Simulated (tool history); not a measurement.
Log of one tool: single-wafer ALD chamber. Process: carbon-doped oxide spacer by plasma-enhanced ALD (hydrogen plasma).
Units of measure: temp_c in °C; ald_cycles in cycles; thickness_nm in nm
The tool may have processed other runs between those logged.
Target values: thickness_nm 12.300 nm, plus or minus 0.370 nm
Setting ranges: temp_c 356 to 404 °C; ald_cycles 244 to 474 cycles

{"run": 1, "hour": 0.0, "temp_c": 380, "ald_cycles": 359, "thickness_nm": 16.43}
{"run": 2, "hour": 1.6, "temp_c": 374, "ald_cycles": 359, "thickness_nm": 16.514}
{"run": 3, "hour": 4.3, "temp_c": 374, "ald_cycles": 340, "thickness_nm": 15.634}
{"run": 4, "hour": 7.0, "temp_c": 374, "ald_cycles": 324, "thickness_nm": 14.971}
{"run": 5, "hour": 10.5, "temp_c": 374, "ald_cycles": 356, "thickness_nm": 16.481}
{"run": 6, "hour": 15.9, "temp_c": 379, "ald_cycles": 356, "thickness_nm": 16.3}
{"run": 7, "hour": 18.5, "temp_c": 382, "ald_cycles": 299, "thickness_nm": 13.623}
{"run": 8, "hour": 25.4, "temp_c": 382, "ald_cycles": 293, "thickness_nm": 13.42}
{"run": 9, "hour": 27.9, "temp_c": 382, "ald_cycles": 288, "thickness_nm": 13.154}
{"run": 10, "hour": 29.1, "temp_c": 382, "ald_cycles": 284, "thickness_nm": 13.011}
{"run": 11, "hour": 32.0, "temp_c": 382, "ald_cycles": 281, "thickness_nm": 12.892}

Next run, 5 choices. One meets every target within its allowed miss, the rest don't. Which?
{"run": "A", "hour": 34.9, "temp_c": 396, "ald_cycles": 293, "thickness_nm": "?"}
{"run": "B", "hour": 34.9, "temp_c": 381, "ald_cycles": 286, "thickness_nm": "?"}
{"run": "C", "hour": 34.9, "temp_c": 381, "ald_cycles": 295, "thickness_nm": "?"}
{"run": "D", "hour": 34.9, "temp_c": 386, "ald_cycles": 269, "thickness_nm": "?"}
{"run": "E", "hour": 34.9, "temp_c": 381, "ald_cycles": 305, "thickness_nm": "?"}

move=A thickness_nm=13.548
move=B thickness_nm=13.224
move=C thickness_nm=13.640
move=D thickness_nm=12.438
move=E thickness_nm=14.102
A: the biggest miss grows against the last run
B: the biggest miss grows against the last run
C: the biggest miss grows against the last run
D: in spec on every target
E: the biggest miss grows against the last run
Correct choice: D, which meets every target

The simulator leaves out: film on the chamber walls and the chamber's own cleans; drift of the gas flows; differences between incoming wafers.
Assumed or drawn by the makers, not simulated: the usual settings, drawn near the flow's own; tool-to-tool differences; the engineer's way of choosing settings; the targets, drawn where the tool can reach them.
